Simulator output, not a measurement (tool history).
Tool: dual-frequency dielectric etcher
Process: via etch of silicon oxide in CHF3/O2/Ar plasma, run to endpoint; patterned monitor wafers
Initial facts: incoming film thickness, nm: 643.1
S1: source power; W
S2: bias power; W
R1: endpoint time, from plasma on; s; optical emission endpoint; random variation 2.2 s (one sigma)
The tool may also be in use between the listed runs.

Run 1, hour 0.0: S1 740 W, S2 208 W. Result: R1 282.81 s.
Run 2, hour 5.8: S1 830 W, S2 208 W. Result: R1 271.26 s.
Run 3, hour 10.6: S1 770 W, S2 208 W. Result: R1 277.90 s.
Run 4, hour 19.3: S1 770 W, S2 223 W. Result: R1 271.70 s.
Run 5, hour 21.9: S1 700 W, S2 216 W. Result: R1 287.14 s.
Run 6, hour 23.3: S1 750 W, S2 216 W. Result: R1 279.10 s.

For run 7, what comes out?
Run 7, hour 26.4: S1 700 W, S2 211 W. Result: R1 ?.

Run 7 measured R1 286.25 s.

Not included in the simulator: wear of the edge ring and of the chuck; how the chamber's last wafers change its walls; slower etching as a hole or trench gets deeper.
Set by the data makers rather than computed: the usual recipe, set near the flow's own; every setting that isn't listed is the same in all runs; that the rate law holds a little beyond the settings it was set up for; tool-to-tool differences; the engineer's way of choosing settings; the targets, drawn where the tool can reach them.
